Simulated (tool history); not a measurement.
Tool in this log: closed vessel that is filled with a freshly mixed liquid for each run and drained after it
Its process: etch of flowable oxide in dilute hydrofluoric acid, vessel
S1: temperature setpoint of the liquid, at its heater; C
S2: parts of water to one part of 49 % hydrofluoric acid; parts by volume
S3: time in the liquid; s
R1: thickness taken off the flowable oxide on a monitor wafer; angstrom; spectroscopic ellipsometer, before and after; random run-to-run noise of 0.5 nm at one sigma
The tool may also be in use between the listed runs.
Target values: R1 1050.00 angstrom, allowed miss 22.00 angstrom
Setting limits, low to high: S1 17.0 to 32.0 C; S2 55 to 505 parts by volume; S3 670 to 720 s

run,day,S1,S2,S3,R1
1,0.000,24.0,280,670,472.60
2,0.288,25.5,260,670,545.80
3,0.667,23.0,260,670,498.34
4,0.804,24.5,245,670,569.31
5,1.033,25.5,230,670,635.06
6,1.092,25.5,190,670,801.79
7,1.212,26.5,190,670,833.31
8,1.517,27.5,190,670,870.73
9,1.754,28.0,190,670,878.91
10,1.892,28.0,190,670,879.11
11,2.250,28.5,190,670,895.89
12,2.567,29.0,190,670,923.53
# day 2.717: thermometer replaced
13,2.717,29.5,190,670,979.21
14,2.933,30.0,190,670,997.24

Below are 5 possible settings for the next run. Only one of them brings all results inside the allowed miss of their targets. Which is it?
A,3.150,32.0,200,700,?
B,3.150,31.0,195,670,?
C,3.150,32.0,185,670,?
D,3.150,29.5,200,670,?
E,3.150,32.0,220,720,?

move,R1
A,1048.00
B,1000.70
C,1105.60
D,920.69
E,955.45
A: all results land within tolerance of their targets
B: an improvement on the last run, though not all results are within tolerance
C: the result that was furthest off in the last run now lies on the other side of its target
D: moves away from the targets compared with the last run
E: moves away from the targets compared with the last run
A meets every target.

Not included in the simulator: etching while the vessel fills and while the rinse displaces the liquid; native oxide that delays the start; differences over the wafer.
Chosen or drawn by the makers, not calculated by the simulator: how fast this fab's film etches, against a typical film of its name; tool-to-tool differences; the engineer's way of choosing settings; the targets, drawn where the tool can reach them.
